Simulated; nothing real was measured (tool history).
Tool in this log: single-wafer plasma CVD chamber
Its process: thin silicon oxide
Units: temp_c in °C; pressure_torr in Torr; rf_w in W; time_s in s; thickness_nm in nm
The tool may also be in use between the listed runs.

run 1 day=0 | temp_c=425 pressure_torr=1.01 rf_w=350 time_s=2.81 | thickness_nm=5.6154
run 2 day=0.338 | temp_c=425 pressure_torr=0.94 rf_w=350 time_s=2.81 | thickness_nm=5.3056
run 3 day=0.642 | temp_c=425 pressure_torr=0.89 rf_w=350 time_s=2.81 | thickness_nm=5.0818
run 4 day=0.708 | temp_c=420 pressure_torr=0.89 rf_w=350 time_s=2.81 | thickness_nm=5.0846
run 5 day=0.912 | temp_c=420 pressure_torr=0.96 rf_w=350 time_s=2.81 | thickness_nm=5.4556
run 6 day=1.075 | temp_c=424 pressure_torr=0.96 rf_w=350 time_s=2.81 | thickness_nm=5.4052
run 7 day=1.238 | temp_c=424 pressure_torr=0.91 rf_w=350 time_s=2.81 | thickness_nm=5.1823
run 8 day=1.608 | temp_c=424 pressure_torr=0.87 rf_w=350 time_s=2.81 | thickness_nm=4.9926

Forecast run 9:
run 9 day=1.954 | temp_c=424 pressure_torr=0.77 rf_w=345 time_s=2.81 | thickness_nm=?

Run 9 came out at thickness_nm 4.4447 nm.
